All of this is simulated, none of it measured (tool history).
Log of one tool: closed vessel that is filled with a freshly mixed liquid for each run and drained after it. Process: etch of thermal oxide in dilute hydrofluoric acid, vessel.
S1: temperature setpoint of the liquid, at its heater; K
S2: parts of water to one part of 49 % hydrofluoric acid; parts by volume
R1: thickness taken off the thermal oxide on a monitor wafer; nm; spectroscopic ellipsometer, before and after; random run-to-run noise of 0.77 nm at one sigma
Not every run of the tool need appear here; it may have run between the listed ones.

Run 1, day 0.000: S1 295.15 K, S2 50 parts by volume, time in the liquid (s) 690. Result: R1 58.737 nm.
Run 2, day 0.067: S1 295.15 K, S2 50 parts by volume, time in the liquid (s) 740. Result: R1 63.724 nm.
Run 3, day 0.338: S1 297.15 K, S2 50 parts by volume, time in the liquid (s) 740. Result: R1 69.375 nm.
Run 4, day 0.500: S1 298.65 K, S2 50 parts by volume, time in the liquid (s) 740. Result: R1 73.054 nm.
Run 5, day 0.879: S1 299.65 K, S2 50 parts by volume, time in the liquid (s) 740. Result: R1 77.388 nm.
Run 6, day 1.233: S1 302.15 K, S2 50 parts by volume, time in the liquid (s) 740. Result: R1 85.088 nm.
Run 7, day 1.617: S1 302.15 K, S2 50 parts by volume, time in the liquid (s) 740. Result: R1 83.864 nm.
Run 8, day 1.992: S1 302.65 K, S2 50 parts by volume, time in the liquid (s) 740. Result: R1 86.698 nm.
Run 9, day 2.262: S1 303.15 K, S2 50 parts by volume, time in the liquid (s) 740. Result: R1 88.550 nm.
Run 10, day 2.608: S1 303.15 K, S2 45 parts by volume, time in the liquid (s) 740. Result: R1 97.328 nm.
Run 11, day 2.825: S1 302.65 K, S2 45 parts by volume, time in the liquid (s) 740. Result: R1 97.517 nm.

Run 12 has not been measured yet. What should we expect?
Run 12, day 2.871: S1 302.65 K, S2 45 parts by volume, time in the liquid (s) 740. Result: R1 ?.

{"run 12": {"R1": 96.932}}

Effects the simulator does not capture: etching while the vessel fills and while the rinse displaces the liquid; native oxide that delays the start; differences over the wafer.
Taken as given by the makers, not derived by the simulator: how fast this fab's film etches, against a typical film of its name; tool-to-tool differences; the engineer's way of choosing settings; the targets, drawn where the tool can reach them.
